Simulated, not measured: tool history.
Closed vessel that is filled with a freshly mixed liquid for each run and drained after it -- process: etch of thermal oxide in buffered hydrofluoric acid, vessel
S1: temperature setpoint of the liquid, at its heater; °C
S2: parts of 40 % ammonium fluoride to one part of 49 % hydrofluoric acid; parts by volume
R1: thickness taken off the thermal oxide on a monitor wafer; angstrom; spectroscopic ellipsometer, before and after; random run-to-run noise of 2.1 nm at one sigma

run 1 hour=0.0 | S1=25.0 S2=12.0 time_in_the_liquid_(s)=105 | R1=1146.9
run 2 hour=3.0 | S1=26.0 S2=11.5 time_in_the_liquid_(s)=105 | R1=1237.2
run 3 hour=12.1 | S1=26.0 S2=9.0 time_in_the_liquid_(s)=105 | R1=1509.9
run 4 hour=15.2 | S1=23.5 S2=9.0 time_in_the_liquid_(s)=105 | R1=1333.0
run 5 hour=16.2 | S1=24.5 S2=9.0 time_in_the_liquid_(s)=105 | R1=1379.1
run 6 hour=17.5 | S1=22.5 S2=9.0 time_in_the_liquid_(s)=105 | R1=1261.4
run 7 hour=19.4 | S1=23.5 S2=9.0 time_in_the_liquid_(s)=105 | R1=1314.2
run 8 hour=22.2 | S1=24.5 S2=9.0 time_in_the_liquid_(s)=105 | R1=1408.9

Run 9 has not been measured yet. What should we expect?
run 9 hour=28.8 | S1=28.5 S2=8.5 time_in_the_liquid_(s)=105 | R1=?

Run 9 produced R1 1884.8 angstrom.

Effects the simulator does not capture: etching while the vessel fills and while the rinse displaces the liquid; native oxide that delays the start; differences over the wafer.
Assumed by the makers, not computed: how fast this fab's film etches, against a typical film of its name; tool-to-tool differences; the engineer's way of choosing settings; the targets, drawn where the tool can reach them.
